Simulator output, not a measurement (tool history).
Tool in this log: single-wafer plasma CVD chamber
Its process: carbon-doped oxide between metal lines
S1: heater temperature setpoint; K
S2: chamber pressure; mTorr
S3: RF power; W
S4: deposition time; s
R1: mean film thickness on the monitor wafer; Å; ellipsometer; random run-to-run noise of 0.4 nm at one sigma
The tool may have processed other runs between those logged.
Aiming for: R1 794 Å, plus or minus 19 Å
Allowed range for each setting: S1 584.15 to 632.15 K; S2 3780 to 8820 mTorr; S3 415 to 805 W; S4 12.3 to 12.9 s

run	day	S1	S2	S3	S4	R1
1	0	608.15	6300	610	12.9	907.99
2	0.154	608.15	6300	610	12.3	866.75
3	0.479	617.15	6300	610	12.3	846.82
4	0.504	617.15	7310	610	12.3	860.15
5	0.621	611.15	7310	610	12.3	865.03
6	0.821	611.15	7310	610	12.3	876.04
7	0.879	614.15	7110	590	12.3	847.11
8	1.017	616.15	7010	575	12.3	837.66

Next run, 5 choices. One meets every target within its allowed miss, the rest don't. Which?
A	1.154	617.15	7880	585	12.5	?
B	1.154	611.15	6140	465	12.9	?
C	1.154	626.15	7550	565	12.9	?
D	1.154	618.15	6550	625	12.9	?
E	1.154	625.15	6120	635	12.5	?

move	R1
A	855.75
B	797.82
C	846.94
D	896.55
E	853.95
A: the biggest miss grows against the last run
B: each result inside its tolerance
C: the biggest miss grows against the last run
D: the biggest miss grows against the last run
E: the biggest miss grows against the last run
B meets every target.
